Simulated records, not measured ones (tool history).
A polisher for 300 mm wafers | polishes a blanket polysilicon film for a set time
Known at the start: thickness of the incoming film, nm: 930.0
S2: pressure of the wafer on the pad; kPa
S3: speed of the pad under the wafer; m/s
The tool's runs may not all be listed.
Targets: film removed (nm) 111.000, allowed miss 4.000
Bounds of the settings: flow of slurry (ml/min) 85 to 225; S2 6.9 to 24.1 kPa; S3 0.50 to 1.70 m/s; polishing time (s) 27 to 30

Run 1, hour 0.0: flow of slurry (ml/min) 145, S2 15.2 kPa, S3 1.10 m/s, polishing time (s) 30. Result: film removed (nm) 178.280.
Run 2, hour 1.7: flow of slurry (ml/min) 145, S2 15.2 kPa, S3 1.10 m/s, polishing time (s) 27. Result: film removed (nm) 159.190.
Run 3, hour 5.9: flow of slurry (ml/min) 140, S2 13.8 kPa, S3 1.10 m/s, polishing time (s) 27. Result: film removed (nm) 146.900.
Run 4, hour 7.3: flow of slurry (ml/min) 140, S2 16.5 kPa, S3 1.10 m/s, polishing time (s) 27. Result: film removed (nm) 175.340.
Run 5, hour 14.8: flow of slurry (ml/min) 140, S2 17.9 kPa, S3 1.10 m/s, polishing time (s) 27. Result: film removed (nm) 190.560.
Run 6, hour 18.9: flow of slurry (ml/min) 135, S2 15.2 kPa, S3 1.10 m/s, polishing time (s) 27. Result: film removed (nm) 156.200.
Run 7, hour 26.5: flow of slurry (ml/min) 120, S2 13.8 kPa, S3 1.10 m/s, polishing time (s) 27. Result: film removed (nm) 140.550.
Run 8, hour 33.0: flow of slurry (ml/min) 115, S2 13.1 kPa, S3 1.10 m/s, polishing time (s) 27. Result: film removed (nm) 131.910.
Run 9, hour 41.0: flow of slurry (ml/min) 110, S2 12.4 kPa, S3 1.10 m/s, polishing time (s) 27. Result: film removed (nm) 124.840.
Run 10, hour 46.0: flow of slurry (ml/min) 105, S2 11.7 kPa, S3 1.10 m/s, polishing time (s) 27. Result: film removed (nm) 119.450.
Run 11, hour 47.4: flow of slurry (ml/min) 100, S2 10.3 kPa, S3 1.10 m/s, polishing time (s) 27. Result: film removed (nm) 102.580.
Run 12, hour 51.7: flow of slurry (ml/min) 105, S2 10.3 kPa, S3 1.10 m/s, polishing time (s) 27. Result: film removed (nm) 106.260.
Run 13, hour 59.5: flow of slurry (ml/min) 110, S2 10.3 kPa, S3 1.10 m/s, polishing time (s) 27. Result: film removed (nm) 105.840.

Which of these 5 next moves meets every target?
Run A, hour 67.3: flow of slurry (ml/min) 95, S2 11.7 kPa, S3 0.96 m/s, polishing time (s) 27. Result: film removed (nm) ?.
Run B, hour 67.3: flow of slurry (ml/min) 100, S2 10.3 kPa, S3 1.18 m/s, polishing time (s) 27. Result: film removed (nm) ?.
Run C, hour 67.3: flow of slurry (ml/min) 130, S2 10.3 kPa, S3 0.86 m/s, polishing time (s) 30. Result: film removed (nm) ?.
Run D, hour 67.3: flow of slurry (ml/min) 100, S2 14.5 kPa, S3 0.78 m/s, polishing time (s) 27. Result: film removed (nm) ?.
Run E, hour 67.3: flow of slurry (ml/min) 85, S2 10.3 kPa, S3 1.10 m/s, polishing time (s) 27. Result: film removed (nm) ?.

move  film removed (nm)
   A             99.864
   B            109.550
   C             94.906
   D            101.570
   E             98.106
A: further off than the last run
B: meets every target
C: further off than the last run
D: further off than the last run
E: further off than the last run
The right move is B.
